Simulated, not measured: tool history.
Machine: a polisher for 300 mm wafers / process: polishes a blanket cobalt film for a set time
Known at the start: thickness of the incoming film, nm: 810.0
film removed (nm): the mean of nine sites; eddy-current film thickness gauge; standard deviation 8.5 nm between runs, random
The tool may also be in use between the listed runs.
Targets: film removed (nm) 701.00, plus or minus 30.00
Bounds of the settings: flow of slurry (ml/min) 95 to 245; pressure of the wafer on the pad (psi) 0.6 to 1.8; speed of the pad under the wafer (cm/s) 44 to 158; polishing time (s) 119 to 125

run	day	flow of slurry (ml/min)	pressure of the wafer on the pad (psi)	speed of the pad under the wafer (cm/s)	polishing time (s)	film removed (nm)
1	0.000	155	1.2	100	119	364.14
2	0.225	160	1.4	104	119	441.49
3	0.538	160	1.4	104	125	448.63
4	0.729	160	1.5	110	125	500.65
5	0.958	165	1.6	116	125	570.66
6	1.000	170	1.7	118	125	609.35
7	1.058	170	1.7	122	125	632.96
8	1.142	170	1.7	124	125	635.29
9	1.488	170	1.7	126	125	643.58
10	1.733	170	1.7	128	125	664.71

Which of these 4 next moves meets every target?
A	1.979	170	1.5	140	125	?
B	1.979	180	1.8	130	123	?
C	1.979	165	1.7	128	120	?
D	1.979	195	1.6	118	124	?

move	film removed (nm)
A	619.49
B	691.27
C	622.71
D	580.73
A: lands further from the targets than the last run did
B: all results land within tolerance of their targets
C: lands further from the targets than the last run did
D: lands further from the targets than the last run did
B meets every target.

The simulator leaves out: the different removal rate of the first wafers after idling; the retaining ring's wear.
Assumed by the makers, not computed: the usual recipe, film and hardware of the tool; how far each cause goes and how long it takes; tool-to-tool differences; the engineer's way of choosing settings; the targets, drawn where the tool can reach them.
